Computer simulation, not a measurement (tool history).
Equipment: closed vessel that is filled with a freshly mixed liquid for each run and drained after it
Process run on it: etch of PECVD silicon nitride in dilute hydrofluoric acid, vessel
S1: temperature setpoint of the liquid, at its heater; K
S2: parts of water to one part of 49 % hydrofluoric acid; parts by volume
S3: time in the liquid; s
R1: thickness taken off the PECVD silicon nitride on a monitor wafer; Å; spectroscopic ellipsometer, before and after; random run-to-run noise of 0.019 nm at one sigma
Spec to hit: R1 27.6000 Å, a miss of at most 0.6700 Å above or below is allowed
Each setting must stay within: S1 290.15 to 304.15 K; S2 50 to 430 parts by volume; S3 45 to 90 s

| run | day | S1 | S2 | S3 | R1 |
|---|---|---|---|---|---|
| 1 | 0.000 | 296.15 | 240 | 90 | 17.9230 |
| 2 | 0.188 | 296.15 | 240 | 90 | 17.9040 |
| 3 | 0.254 | 296.15 | 240 | 45 | 8.9106 |
| 4 | 0.362 | 297.15 | 215 | 45 | 10.5190 |
| 5 | 0.717 | 296.15 | 190 | 50 | 12.6290 |
| 6 | 1.054 | 295.15 | 170 | 55 | 14.3860 |
| 7 | 1.104 | 294.15 | 150 | 60 | 16.7170 |
| 8 | 1.421 | 293.65 | 135 | 65 | 19.4420 |
| 9 | 1.579 | 293.15 | 125 | 65 | 20.1780 |
| 10 | 1.683 | 292.65 | 115 | 65 | 20.8980 |
| 11 | 1.938 | 292.15 | 105 | 65 | 22.4110 |
| 12 | 2.217 | 291.65 | 100 | 65 | 22.5990 |
| 13 | 2.512 | 291.65 | 95 | 65 | 23.6790 |
| 14 | 2.825 | 291.65 | 90 | 65 | 25.1420 |
| 15 | 3.062 | 290.65 | 80 | 65 | 26.2350 |
| 16 | 3.371 | 290.15 | 75 | 65 | 26.7310 |
| 17 | 3.454 | 290.15 | 70 | 65 | 28.9090 |
| 18 | 3.571 | 290.65 | 70 | 65 | 29.9440 |
| 19 | 3.825 | 291.15 | 75 | 65 | 28.6540 |
| 20 | 3.867 | 290.65 | 80 | 65 | 26.0210 |

4 candidate next runs follow, results not yet known. Just one meets every target within its allowed miss. Identify it.
| A | 3.908 | 290.15 | 95 | 90 | ? |
| B | 3.908 | 290.15 | 50 | 45 | ? |
| C | 3.908 | 292.15 | 125 | 90 | ? |
| D | 3.908 | 296.15 | 70 | 45 | ? |

| move | R1 |
|---|---|
| A | 29.6310 |
| B | 27.5990 |
| C | 26.0510 |
| D | 30.0740 |
A: takes the biggest miss from the last run beyond its target
B: all results land within tolerance of their targets
C: no better and no worse than the last run
D: takes the biggest miss from the last run beyond its target
Go with B: it meets all targets.

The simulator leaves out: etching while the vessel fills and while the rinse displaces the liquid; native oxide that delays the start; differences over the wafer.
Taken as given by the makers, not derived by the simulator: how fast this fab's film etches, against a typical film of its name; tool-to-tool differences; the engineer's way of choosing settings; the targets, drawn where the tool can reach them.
